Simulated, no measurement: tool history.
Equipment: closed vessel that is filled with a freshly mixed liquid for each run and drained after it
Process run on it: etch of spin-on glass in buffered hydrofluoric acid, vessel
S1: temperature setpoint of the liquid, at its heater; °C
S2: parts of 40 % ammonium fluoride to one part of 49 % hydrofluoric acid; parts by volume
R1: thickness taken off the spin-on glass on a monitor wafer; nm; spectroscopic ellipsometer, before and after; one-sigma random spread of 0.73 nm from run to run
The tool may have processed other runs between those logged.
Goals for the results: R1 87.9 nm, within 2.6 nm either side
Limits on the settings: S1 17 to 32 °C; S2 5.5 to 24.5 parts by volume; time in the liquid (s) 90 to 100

run 1 day=0 | S1=25 S2=15 time_in_the_liquid_(s)=90 | R1=130.37
run 2 day=0.25 | S1=25 S2=13 time_in_the_liquid_(s)=90 | R1=151.5
run 3 day=0.512 | S1=22.5 S2=13 time_in_the_liquid_(s)=90 | R1=130.33
run 4 day=0.738 | S1=22.5 S2=11 time_in_the_liquid_(s)=90 | R1=154.23
run 5 day=0.862 | S1=22.5 S2=7.5 time_in_the_liquid_(s)=90 | R1=220.25
run 6 day=1.05 | S1=22.5 S2=7.5 time_in_the_liquid_(s)=90 | R1=219.34
run 7 day=1.396 | S1=21.5 S2=8.5 time_in_the_liquid_(s)=90 | R1=180.72
run 8 day=1.646 | S1=21 S2=9 time_in_the_liquid_(s)=90 | R1=168.5
run 9 day=1.821 | S1=20.5 S2=9.5 time_in_the_liquid_(s)=90 | R1=154.78
run 10 day=2.092 | S1=20 S2=10 time_in_the_liquid_(s)=90 | R1=145.2
run 11 day=2.179 | S1=19.5 S2=10.5 time_in_the_liquid_(s)=90 | R1=136.35
run 12 day=2.475 | S1=19 S2=11 time_in_the_liquid_(s)=90 | R1=125.8
run 13 day=2.817 | S1=18.5 S2=11.5 time_in_the_liquid_(s)=90 | R1=117.72
run 14 day=2.988 | S1=18.5 S2=12 time_in_the_liquid_(s)=90 | R1=112.34
run 15 day=3.071 | S1=18.5 S2=12.5 time_in_the_liquid_(s)=90 | R1=107.87
run 16 day=3.45 | S1=17.5 S2=13.5 time_in_the_liquid_(s)=90 | R1=94.02

5 next moves are on the table. One of them brings every result within its allowed miss. Which?
run A day=3.829 | S1=17.5 S2=14.5 time_in_the_liquid_(s)=95 | R1=?
run B day=3.829 | S1=17 S2=16 time_in_the_liquid_(s)=100 | R1=?
run C day=3.829 | S1=17 S2=13.5 time_in_the_liquid_(s)=90 | R1=?
run D day=3.829 | S1=17 S2=16 time_in_the_liquid_(s)=95 | R1=?
run E day=3.829 | S1=19 S2=14.5 time_in_the_liquid_(s)=90 | R1=?

move=A R1=93.873
move=B R1=87.161
move=C R1=92.717
move=D R1=82.803
move=E R1=96.829
A: roughly where the last run was
B: all results land within tolerance of their targets
C: better than the last run, though not everything is in spec
D: carries the result that was furthest off beyond its target, to the other side
E: moves away from the targets compared with the last run
The move that meets every target is B.
